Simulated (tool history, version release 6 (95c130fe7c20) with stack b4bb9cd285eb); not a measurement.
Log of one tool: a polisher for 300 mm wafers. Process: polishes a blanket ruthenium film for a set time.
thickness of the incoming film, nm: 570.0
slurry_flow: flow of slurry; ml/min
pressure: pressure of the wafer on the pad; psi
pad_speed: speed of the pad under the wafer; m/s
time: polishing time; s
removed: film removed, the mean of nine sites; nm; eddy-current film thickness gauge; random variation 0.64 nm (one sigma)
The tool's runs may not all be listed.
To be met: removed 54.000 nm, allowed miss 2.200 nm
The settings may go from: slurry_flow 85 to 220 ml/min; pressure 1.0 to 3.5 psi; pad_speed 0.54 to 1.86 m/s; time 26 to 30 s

{"run": 1, "hour": 0.0, "slurry_flow": 140, "pressure": 2.2, "pad_speed": 1.18, "time": 30, "removed": 39.085}
{"run": 2, "hour": 6.7, "slurry_flow": 145, "pressure": 2.3, "pad_speed": 1.18, "time": 30, "removed": 41.153}
{"run": 3, "hour": 12.2, "slurry_flow": 145, "pressure": 2.4, "pad_speed": 1.18, "time": 30, "removed": 41.575}
{"run": 4, "hour": 16.4, "slurry_flow": 145, "pressure": 2.5, "pad_speed": 1.18, "time": 30, "removed": 44.405}
{"run": 5, "hour": 22.5, "slurry_flow": 120, "pressure": 2.5, "pad_speed": 1.18, "time": 30, "removed": 42.544}
{"run": 6, "hour": 29.7, "slurry_flow": 135, "pressure": 2.5, "pad_speed": 1.18, "time": 30, "removed": 43.809}
{"run": 7, "hour": 33.1, "slurry_flow": 140, "pressure": 2.6, "pad_speed": 1.18, "time": 30, "removed": 45.651}
{"run": 8, "hour": 37.4, "slurry_flow": 145, "pressure": 2.7, "pad_speed": 1.18, "time": 30, "removed": 47.611}
{"run": 9, "hour": 44.6, "slurry_flow": 150, "pressure": 2.9, "pad_speed": 1.18, "time": 30, "removed": 51.7}

Which of these 4 next moves meets every target?
{"run": "A", "hour": 51.8, "slurry_flow": 165, "pressure": 3.3, "pad_speed": 1.2, "time": 27, "removed": "?"}
{"run": "B", "hour": 51.8, "slurry_flow": 120, "pressure": 3.1, "pad_speed": 1.2, "time": 27, "removed": "?"}
{"run": "C", "hour": 51.8, "slurry_flow": 140, "pressure": 2.6, "pad_speed": 1.74, "time": 27, "removed": "?"}
{"run": "D", "hour": 51.8, "slurry_flow": 170, "pressure": 2.7, "pad_speed": 1.16, "time": 30, "removed": "?"}

move=A removed=53.236
move=B removed=47.449
move=C removed=59.755
move=D removed=47.795
A: meets every target
B: further off than the last run
C: takes the result that was furthest off past its target
D: further off than the last run
The right move is A.

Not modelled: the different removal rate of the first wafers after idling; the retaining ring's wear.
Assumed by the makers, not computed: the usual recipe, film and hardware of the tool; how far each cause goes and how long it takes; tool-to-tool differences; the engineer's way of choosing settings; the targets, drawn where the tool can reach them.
